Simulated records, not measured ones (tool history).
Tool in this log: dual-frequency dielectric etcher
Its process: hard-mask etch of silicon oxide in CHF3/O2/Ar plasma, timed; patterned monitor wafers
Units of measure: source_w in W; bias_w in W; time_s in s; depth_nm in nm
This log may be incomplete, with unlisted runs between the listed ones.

run 1 hour=0.0 | source_w=740 bias_w=123 time_s=12.5 | depth_nm=25.303
run 2 hour=5.9 | source_w=800 bias_w=123 time_s=12.5 | depth_nm=25.876
run 3 hour=10.1 | source_w=800 bias_w=142 time_s=12.5 | depth_nm=27.260
run 4 hour=19.0 | source_w=750 bias_w=136 time_s=12.5 | depth_nm=26.275
run 5 hour=21.6 | source_w=710 bias_w=130 time_s=12.5 | depth_nm=25.947
run 6 hour=29.1 | source_w=710 bias_w=121 time_s=12.5 | depth_nm=25.011
-- hour=31.8 bias power generator calibrated
run 7 hour=31.8 | source_w=690 bias_w=115 time_s=12.5 | depth_nm=24.211

Run 8 has not been measured yet. What should we expect?
run 8 hour=33.8 | source_w=660 bias_w=112 time_s=12.5 | depth_nm=?

For run 8 the tool returned depth_nm 23.726 nm.
